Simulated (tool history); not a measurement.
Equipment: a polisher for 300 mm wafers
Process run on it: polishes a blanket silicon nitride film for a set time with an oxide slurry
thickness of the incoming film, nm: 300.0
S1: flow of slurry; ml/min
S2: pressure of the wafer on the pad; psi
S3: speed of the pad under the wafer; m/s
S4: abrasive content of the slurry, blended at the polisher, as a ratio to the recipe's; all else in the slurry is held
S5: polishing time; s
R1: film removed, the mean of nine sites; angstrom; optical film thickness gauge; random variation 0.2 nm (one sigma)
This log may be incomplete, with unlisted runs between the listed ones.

| run | hour | S1 | S2 | S3 | S4 | S5 | R1 |
|---|---|---|---|---|---|---|---|
| 1 | 0.0 | 160 | 2.6 | 1.08 | 1.00 | 44 | 289.49 |
| 2 | 2.4 | 135 | 2.6 | 1.08 | 1.00 | 44 | 279.33 |
| 3 | 7.0 | 135 | 2.6 | 1.26 | 1.00 | 44 | 308.95 |
| 4 | 15.4 | 135 | 2.6 | 1.26 | 1.20 | 44 | 326.79 |
| 5 | 19.4 | 130 | 2.4 | 1.26 | 1.20 | 44 | 298.11 |
|  | 26.3 | head pressure recalibrated |
| 6 | 26.3 | 130 | 2.4 | 1.26 | 1.05 | 44 | 274.10 |
| 7 | 29.2 | 125 | 2.3 | 1.26 | 1.05 | 44 | 261.11 |
| 8 | 29.8 | 120 | 2.2 | 1.26 | 1.05 | 44 | 249.51 |
| 9 | 38.7 | 115 | 2.1 | 1.26 | 1.05 | 44 | 239.61 |
| 10 | 45.4 | 115 | 2.0 | 1.26 | 1.05 | 44 | 225.68 |
| 11 | 50.3 | 110 | 2.0 | 1.26 | 1.05 | 44 | 222.46 |

Expected results for the next run?
| 12 | 58.7 | 105 | 2.0 | 1.26 | 1.05 | 44 | ? |

Logged for run 12: R1 217.10 angstrom.
